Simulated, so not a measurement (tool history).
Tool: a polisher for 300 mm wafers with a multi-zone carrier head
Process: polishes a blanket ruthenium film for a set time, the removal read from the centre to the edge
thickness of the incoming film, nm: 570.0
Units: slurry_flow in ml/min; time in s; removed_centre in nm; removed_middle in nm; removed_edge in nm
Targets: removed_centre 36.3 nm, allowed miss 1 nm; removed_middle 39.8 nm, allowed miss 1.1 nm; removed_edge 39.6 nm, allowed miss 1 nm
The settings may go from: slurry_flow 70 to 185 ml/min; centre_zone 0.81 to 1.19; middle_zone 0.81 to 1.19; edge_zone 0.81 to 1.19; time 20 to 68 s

| run | hour | slurry_flow | centre_zone | middle_zone | edge_zone | time | removed_centre | removed_middle | removed_edge |
|---|---|---|---|---|---|---|---|---|---|
| 1 | 0 | 120 | 1 | 1 | 1 | 44 | 56.93 | 56.641 | 56.874 |
| 2 | 3.5 | 120 | 1 | 1 | 1 | 53 | 68.2 | 67.466 | 68.099 |
| 3 | 10.1 | 115 | 0.98 | 0.99 | 0.98 | 50 | 62.826 | 64.185 | 62.999 |
| 4 | 15.3 | 115 | 0.93 | 0.99 | 0.98 | 50 | 59.359 | 63.443 | 62.123 |
| 5 | 17.8 | 110 | 0.92 | 0.97 | 0.97 | 48 | 54.67 | 59.575 | 59.585 |
| 6 | 23.2 | 110 | 0.92 | 0.97 | 1.02 | 48 | 56.003 | 58.706 | 61.143 |
| 7 | 27.1 | 110 | 0.92 | 0.96 | 1 | 46 | 52.548 | 56.237 | 58.037 |
| 8 | 30.2 | 110 | 0.92 | 0.95 | 0.98 | 44 | 50.783 | 52.991 | 54.869 |
| 9 | 37.4 | 110 | 0.91 | 0.94 | 0.96 | 43 | 48.479 | 51.312 | 53.281 |
| 10 | 44.6 | 110 | 0.91 | 0.94 | 0.94 | 42 | 47.35 | 50.087 | 51.432 |
| 11 | 47.5 | 110 | 0.91 | 0.94 | 0.93 | 41 | 46.449 | 48.687 | 50.041 |
| 12 | 50.9 | 110 | 0.91 | 0.94 | 0.92 | 40 | 45.57 | 47.146 | 48.013 |
| 13 | 51.9 | 105 | 0.9 | 0.94 | 0.91 | 40 | 44.504 | 48.054 | 47.801 |
| 14 | 53.9 | 100 | 0.9 | 0.93 | 0.9 | 39 | 42.479 | 44.773 | 45.531 |
| 15 | 61.5 | 95 | 0.89 | 0.93 | 0.89 | 39 | 41.249 | 44.357 | 44.97 |
| 16 | 66.4 | 90 | 0.89 | 0.93 | 0.88 | 39 | 39.868 | 43.035 | 44.335 |
| 17 | 72.9 | 90 | 0.89 | 0.93 | 0.87 | 39 | 40.268 | 43.788 | 44.233 |
| 18 | 76.3 | 90 | 0.89 | 0.93 | 0.86 | 39 | 40.627 | 43.144 | 43.624 |
| 19 | 82.1 | 75 | 0.85 | 0.93 | 0.81 | 36 | 31.999 | 36.551 | 37.792 |
| 20 | 89 | 80 | 0.85 | 0.93 | 0.81 | 36 | 33.756 | 38.462 | 38.31 |
| 21 | 95.6 | 80 | 0.85 | 0.93 | 0.81 | 36 | 33.733 | 37.987 | 38.762 |

Which of these 4 next moves meets every target?
| A | 102.2 | 90 | 0.86 | 0.92 | 0.81 | 36 | ? | ? | ? |
| B | 102.2 | 85 | 0.87 | 0.99 | 0.81 | 37 | ? | ? | ? |
| C | 102.2 | 75 | 0.85 | 0.93 | 0.81 | 37 | ? | ? | ? |
| D | 102.2 | 70 | 0.83 | 1.02 | 0.83 | 40 | ? | ? | ? |

| move | removed_centre | removed_middle | removed_edge |
|---|---|---|---|
| A | 35.984 | 39.578 | 39.734 |
| B | 36.514 | 42.336 | 40.232 |
| C | 33.525 | 38.125 | 38.941 |
| D | 34.065 | 43.121 | 41.65 |
A: meets every target
B: brings the result that was furthest off to its target, and leaves another outside
C: further off than the last run
D: further off than the last run
The right move is A.
